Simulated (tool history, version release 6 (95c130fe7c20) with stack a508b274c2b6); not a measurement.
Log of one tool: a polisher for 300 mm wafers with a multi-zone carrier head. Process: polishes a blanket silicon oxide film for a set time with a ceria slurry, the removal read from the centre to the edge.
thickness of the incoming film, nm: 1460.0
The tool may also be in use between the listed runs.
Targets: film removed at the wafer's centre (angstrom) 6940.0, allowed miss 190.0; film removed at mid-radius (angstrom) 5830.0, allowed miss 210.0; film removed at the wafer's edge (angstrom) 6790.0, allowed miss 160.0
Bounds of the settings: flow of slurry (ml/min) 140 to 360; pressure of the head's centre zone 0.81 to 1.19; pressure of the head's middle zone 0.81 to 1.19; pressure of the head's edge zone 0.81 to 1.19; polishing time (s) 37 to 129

run  hour  flow of slurry (ml/min)  pressure of the head's centre zone  pressure of the head's middle zone  pressure of the head's edge zone  polishing time (s)  film removed at the wafer's centre (angstrom)  film removed at mid-radius (angstrom)  film removed at the wafer's edge (angstrom)
  1   0.0                      230                                1.00                                1.00                              1.00                  83                                         4262.6                                 4324.1                                       4482.0
  2   7.4                      230                                0.96                                1.00                              1.00                  83                                         4127.7                                 4334.9                                       4444.0
  3  13.7                      240                                1.00                                1.00                              1.03                  87                                         4564.0                                 4506.9                                       4726.7
  4  14.5                      240                                1.00                                1.00                              1.03                 103                                         5334.7                                 5457.5                                       5646.9
  5  16.5                      245                                1.02                                0.99                              1.05                 105                                         5548.9                                 5412.1                                       5827.2
  6  22.6                      245                                1.02                                0.99                              1.05                  88                                         4644.6                                 4526.5                                       4848.5
  7  31.5                      250                                1.04                                0.99                              1.07                  92                                         4961.7                                 4796.8                                       5185.9
  8  34.5                      260                                1.07                                0.99                              1.09                  95                                         5303.3                                 5039.4                                       5460.6
     36.2  -- slurry nozzle cleaned
  9  36.2                      270                                1.09                                0.98                              1.10                  97                                         5870.8                                 5206.9                                       5707.0

5 next moves are on the table. One of them brings every result within its allowed miss. Which?
  A  37.9                      185                                1.05                                1.03                              1.15                 115                                              ?                                      ?                                            ?
  B  37.9                      285                                1.03                                1.18                              1.02                  92                                              ?                                      ?                                            ?
  C  37.9                      275                                1.08                                0.95                              1.14                  88                                              ?                                      ?                                            ?
  D  37.9                      230                                1.04                                0.84                              1.19                 125                                              ?                                      ?                                            ?
  E  37.9                      230                                1.12                                0.92                              1.14                 114                                              ?                                      ?                                            ?

move  film removed at the wafer's centre (angstrom)  film removed at mid-radius (angstrom)  film removed at the wafer's edge (angstrom)
   A                                         6266.4                                 6202.3                                       6612.9
   B                                         5280.1                                 5924.4                                       5248.6
   C                                         5229.1                                 4691.3                                       5263.6
   D                                         7009.7                                 5885.7                                       7504.5
   E                                         6818.2                                 5785.1                                       6708.0
A: nearer than the last run, and not there yet
B: further off than the last run
C: further off than the last run
D: takes the result that was furthest off past its target
E: meets every target
Answer: E
